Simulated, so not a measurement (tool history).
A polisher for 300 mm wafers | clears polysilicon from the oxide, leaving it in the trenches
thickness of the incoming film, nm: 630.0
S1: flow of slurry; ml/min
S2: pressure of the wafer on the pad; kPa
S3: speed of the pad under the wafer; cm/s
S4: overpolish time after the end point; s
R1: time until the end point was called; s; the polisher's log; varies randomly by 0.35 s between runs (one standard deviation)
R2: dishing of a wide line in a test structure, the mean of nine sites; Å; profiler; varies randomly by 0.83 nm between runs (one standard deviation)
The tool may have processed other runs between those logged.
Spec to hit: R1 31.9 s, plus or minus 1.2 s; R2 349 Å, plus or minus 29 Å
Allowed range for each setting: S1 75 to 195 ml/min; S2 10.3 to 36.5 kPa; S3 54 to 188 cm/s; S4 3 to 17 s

| run | hour | S1 | S2 | S3 | S4 | R1 | R2 |
|---|---|---|---|---|---|---|---|
| 1 | 0 | 125 | 23.4 | 120 | 9 | 30.945 | 495.32 |
| 2 | 1.1 | 125 | 23.4 | 120 | 12 | 30.502 | 501.9 |
| 3 | 10 | 105 | 23.4 | 120 | 12 | 31.941 | 511.02 |
| 4 | 10.7 | 105 | 21.4 | 120 | 12 | 35.541 | 510.66 |
| 5 | 11.9 | 105 | 17.9 | 120 | 12 | 41.08 | 504.4 |
| 6 | 17.2 | 130 | 18.6 | 118 | 10 | 38.339 | 501.09 |
| 7 | 21.9 | 150 | 20 | 112 | 8 | 36.79 | 464.73 |
| 8 | 29.4 | 150 | 20 | 112 | 8 | 37.156 | 472.8 |
| 9 | 31.1 | 160 | 22.1 | 104 | 7 | 35.348 | 472.97 |
| 10 | 34.7 | 170 | 21.4 | 110 | 6 | 34.294 | 439.48 |
| 11 | 37.4 | 175 | 20.7 | 116 | 5 | 33.27 | 433.15 |
| 12 | 44 | 180 | 19.3 | 122 | 4 | 33.521 | 372.29 |
| 13 | 52.5 | 180 | 19.3 | 124 | 4 | 33.825 | 397.13 |
| 14 | 55.7 | 185 | 18.6 | 130 | 4 | 33.397 | 402.04 |
| 15 | 62.6 | 160 | 18.6 | 132 | 4 | 32.771 | 399.83 |
| 16 | 64.7 | 170 | 17.9 | 138 | 4 | 32.87 | 388.98 |
| 17 | 72.8 | 175 | 17.2 | 142 | 4 | 32.768 | 396.27 |
| 18 | 74.1 | 180 | 16.5 | 144 | 4 | 32.947 | 405.51 |
| 19 | 83 | 160 | 17.2 | 142 | 4 | 33.518 | 384.29 |
| 20 | 87.5 | 125 | 20.7 | 142 | 3 | 29.144 | 367.66 |
| 21 | 91.1 | 90 | 19.3 | 140 | 3 | 34.866 | 344.06 |

Pick the move, out of 5, that brings all results within their allowed miss; only one does.
| A | 94.7 | 75 | 23.4 | 148 | 4 | ? | ? |
| B | 94.7 | 100 | 18.6 | 140 | 3 | ? | ? |
| C | 94.7 | 80 | 19.3 | 156 | 3 | ? | ? |
| D | 94.7 | 85 | 19.3 | 152 | 6 | ? | ? |
| E | 94.7 | 75 | 19.3 | 160 | 5 | ? | ? |

| move | R1 | R2 |
|---|---|---|
| A | 28.618 | 412.23 |
| B | 34.315 | 329.09 |
| C | 31.906 | 342.65 |
| D | 32.09 | 453.5 |
| E | 31.826 | 430.14 |
A: moves the result that the last run missed by most past its target, out the other side
B: an improvement on the last run, though not all results are within tolerance
C: all results land within tolerance of their targets
D: the furthest-off result lands on target, but another misses its tolerance
E: the furthest-off result lands on target, but another misses its tolerance
Correct choice: C, which meets every target
